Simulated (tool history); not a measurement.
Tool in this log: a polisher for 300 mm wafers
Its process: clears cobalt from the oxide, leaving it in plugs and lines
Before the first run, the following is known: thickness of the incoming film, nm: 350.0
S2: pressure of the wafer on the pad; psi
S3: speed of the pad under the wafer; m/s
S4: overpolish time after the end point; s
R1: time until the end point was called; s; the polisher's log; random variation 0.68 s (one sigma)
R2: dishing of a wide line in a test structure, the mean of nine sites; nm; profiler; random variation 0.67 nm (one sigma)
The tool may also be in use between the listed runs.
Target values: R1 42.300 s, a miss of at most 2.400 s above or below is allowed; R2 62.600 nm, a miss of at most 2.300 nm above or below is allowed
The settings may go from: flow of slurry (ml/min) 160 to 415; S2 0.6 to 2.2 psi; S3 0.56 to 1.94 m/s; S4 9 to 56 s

Run 1, day 0.000: flow of slurry (ml/min) 265, S2 1.4 psi, S3 1.24 m/s, S4 29 s. Result: R1 67.577 s, R2 56.684 nm.
Run 2, day 0.329: flow of slurry (ml/min) 265, S2 1.5 psi, S3 1.26 m/s, S4 28 s. Result: R1 62.112 s, R2 56.669 nm.
Run 3, day 0.417: flow of slurry (ml/min) 265, S2 1.6 psi, S3 1.26 m/s, S4 28 s. Result: R1 59.360 s, R2 57.617 nm.
Run 4, day 0.496: flow of slurry (ml/min) 265, S2 1.4 psi, S3 1.26 m/s, S4 28 s. Result: R1 65.698 s, R2 56.233 nm.
Run 5, day 0.821: flow of slurry (ml/min) 265, S2 1.4 psi, S3 1.26 m/s, S4 34 s. Result: R1 68.323 s, R2 59.434 nm.
Run 6, day 0.892: flow of slurry (ml/min) 265, S2 1.5 psi, S3 1.28 m/s, S4 33 s. Result: R1 62.412 s, R2 59.681 nm.
Run 7, day 1.138: flow of slurry (ml/min) 265, S2 1.6 psi, S3 1.30 m/s, S4 32 s. Result: R1 58.709 s, R2 59.522 nm.
Run 8, day 1.238: flow of slurry (ml/min) 265, S2 1.7 psi, S3 1.32 m/s, S4 32 s. Result: R1 53.956 s, R2 60.156 nm.
Run 9, day 1.275: flow of slurry (ml/min) 265, S2 1.8 psi, S3 1.32 m/s, S4 32 s. Result: R1 51.503 s, R2 60.340 nm.
Run 10, day 1.621: flow of slurry (ml/min) 265, S2 1.9 psi, S3 1.32 m/s, S4 32 s. Result: R1 49.260 s, R2 61.249 nm.
Run 11, day 1.688: flow of slurry (ml/min) 265, S2 2.0 psi, S3 1.34 m/s, S4 32 s. Result: R1 46.939 s, R2 60.977 nm.

Which one of the following 4 next-run settings gets every result inside its allowed miss? There is exactly one.
Run A, day 1.754: flow of slurry (ml/min) 260, S2 2.1 psi, S3 1.48 m/s, S4 36 s. Result: R1 ?, R2 ?.
Run B, day 1.754: flow of slurry (ml/min) 220, S2 2.1 psi, S3 1.10 m/s, S4 34 s. Result: R1 ?, R2 ?.
Run C, day 1.754: flow of slurry (ml/min) 245, S2 1.7 psi, S3 1.22 m/s, S4 35 s. Result: R1 ?, R2 ?.
Run D, day 1.754: flow of slurry (ml/min) 265, S2 2.2 psi, S3 1.28 m/s, S4 21 s. Result: R1 ?, R2 ?.

move      R1      R2
   A  40.991  62.309
   B  52.990  60.651
   C  57.747  60.209
   D  44.446  57.079
A: meets every target
B: moves away from the targets compared with the last run
C: moves away from the targets compared with the last run
D: the worst result of the last run now meets its target, but another is out of spec
Answer: A

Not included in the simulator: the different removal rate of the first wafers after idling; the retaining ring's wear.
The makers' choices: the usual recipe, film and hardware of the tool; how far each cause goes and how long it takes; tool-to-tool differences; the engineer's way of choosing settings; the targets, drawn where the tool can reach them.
